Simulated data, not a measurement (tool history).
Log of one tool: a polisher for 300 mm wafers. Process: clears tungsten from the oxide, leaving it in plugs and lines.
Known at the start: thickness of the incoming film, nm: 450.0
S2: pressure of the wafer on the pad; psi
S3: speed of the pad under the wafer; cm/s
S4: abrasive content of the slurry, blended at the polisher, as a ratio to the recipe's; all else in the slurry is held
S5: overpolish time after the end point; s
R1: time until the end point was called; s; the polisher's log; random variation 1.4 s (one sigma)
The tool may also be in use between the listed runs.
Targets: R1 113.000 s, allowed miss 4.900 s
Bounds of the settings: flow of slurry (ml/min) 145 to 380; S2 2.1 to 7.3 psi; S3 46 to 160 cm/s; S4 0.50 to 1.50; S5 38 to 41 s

{"run": 1, "hour": 0.0, "flow of slurry (ml/min)": 245, "S2": 4.7, "S3": 102, "S4": 1.0, "S5": 38, "R1": 84.714}
{"run": 2, "hour": 6.4, "flow of slurry (ml/min)": 245, "S2": 4.4, "S3": 102, "S4": 1.0, "S5": 38, "R1": 89.621}
{"run": 3, "hour": 11.1, "flow of slurry (ml/min)": 245, "S2": 4.4, "S3": 118, "S4": 1.0, "S5": 38, "R1": 78.999}
{"run": 4, "hour": 16.1, "flow of slurry (ml/min)": 245, "S2": 4.0, "S3": 118, "S4": 1.0, "S5": 38, "R1": 86.279}
{"run": 5, "hour": 19.6, "flow of slurry (ml/min)": 245, "S2": 3.7, "S3": 118, "S4": 1.0, "S5": 38, "R1": 90.217}
{"run": 6, "hour": 27.0, "flow of slurry (ml/min)": 245, "S2": 3.4, "S3": 118, "S4": 1.0, "S5": 38, "R1": 95.565}
{"run": 7, "hour": 28.1, "flow of slurry (ml/min)": 245, "S2": 3.2, "S3": 118, "S4": 1.0, "S5": 38, "R1": 103.69}
{"run": 8, "hour": 29.0, "flow of slurry (ml/min)": 245, "S2": 3.1, "S3": 118, "S4": 1.0, "S5": 38, "R1": 106.3}
{"run": 9, "hour": 33.0, "flow of slurry (ml/min)": 245, "S2": 3.1, "S3": 118, "S4": 1.0, "S5": 38, "R1": 105.19}

5 next moves are on the table. One of them brings every result within its allowed miss. Which?
{"run": "A", "hour": 37.0, "flow of slurry (ml/min)": 305, "S2": 2.5, "S3": 134, "S4": 1.25, "S5": 39, "R1": "?"}
{"run": "B", "hour": 37.0, "flow of slurry (ml/min)": 225, "S2": 2.9, "S3": 118, "S4": 1.0, "S5": 39, "R1": "?"}
{"run": "C", "hour": 37.0, "flow of slurry (ml/min)": 230, "S2": 3.1, "S3": 130, "S4": 1.0, "S5": 41, "R1": "?"}
{"run": "D", "hour": 37.0, "flow of slurry (ml/min)": 170, "S2": 2.6, "S3": 154, "S4": 1.0, "S5": 41, "R1": "?"}
{"run": "E", "hour": 37.0, "flow of slurry (ml/min)": 295, "S2": 3.0, "S3": 120, "S4": 1.05, "S5": 40, "R1": "?"}

move=A R1=103.590
move=B R1=112.120
move=C R1=96.075
move=D R1=97.252
move=E R1=103.460
A: further off than the last run
B: meets every target
C: further off than the last run
D: further off than the last run
E: further off than the last run
The right move is B.

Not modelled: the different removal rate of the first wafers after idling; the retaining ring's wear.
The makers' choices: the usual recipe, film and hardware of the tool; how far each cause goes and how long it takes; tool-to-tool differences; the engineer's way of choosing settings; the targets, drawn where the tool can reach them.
